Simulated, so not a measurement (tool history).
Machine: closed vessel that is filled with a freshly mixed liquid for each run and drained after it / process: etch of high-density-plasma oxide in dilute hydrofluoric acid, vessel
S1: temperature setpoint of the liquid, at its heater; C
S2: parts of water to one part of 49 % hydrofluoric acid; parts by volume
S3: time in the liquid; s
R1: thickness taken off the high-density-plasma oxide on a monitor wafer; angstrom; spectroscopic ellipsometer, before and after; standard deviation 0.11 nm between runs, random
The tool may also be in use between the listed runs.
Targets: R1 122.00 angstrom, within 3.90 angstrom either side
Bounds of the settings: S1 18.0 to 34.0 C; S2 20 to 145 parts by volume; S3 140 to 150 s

run 1 day=0.000 | S1=26.0 S2=80 S3=140 | R1=182.78
run 2 day=0.296 | S1=24.5 S2=80 S3=140 | R1=169.96
run 3 day=0.546 | S1=23.0 S2=80 S3=140 | R1=159.53
run 4 day=0.825 | S1=22.0 S2=80 S3=140 | R1=154.15
run 5 day=0.996 | S1=22.0 S2=80 S3=140 | R1=153.95
run 6 day=1.367 | S1=22.0 S2=70 S3=140 | R1=179.07
run 7 day=1.688 | S1=21.0 S2=75 S3=140 | R1=159.72
run 8 day=1.771 | S1=20.5 S2=80 S3=140 | R1=145.46
run 9 day=2.058 | S1=20.0 S2=80 S3=140 | R1=141.61
run 10 day=2.096 | S1=19.5 S2=80 S3=140 | R1=140.48
run 11 day=2.175 | S1=19.0 S2=80 S3=140 | R1=137.28

Of the 4 settings listed for the next run, only one would bring every result within its allowed miss of target. Which one?
run A day=2.254 | S1=20.0 S2=95 S3=145 | R1=?
run B day=2.254 | S1=19.5 S2=80 S3=150 | R1=?
run C day=2.254 | S1=21.5 S2=95 S3=145 | R1=?
run D day=2.254 | S1=18.5 S2=70 S3=140 | R1=?

move=A R1=123.29
move=B R1=150.70
move=C R1=131.13
move=D R1=155.73
A: in spec on every target
B: lands further from the targets than the last run did
C: moves toward the targets from the last run without getting all of them in spec
D: lands further from the targets than the last run did
A meets every target.
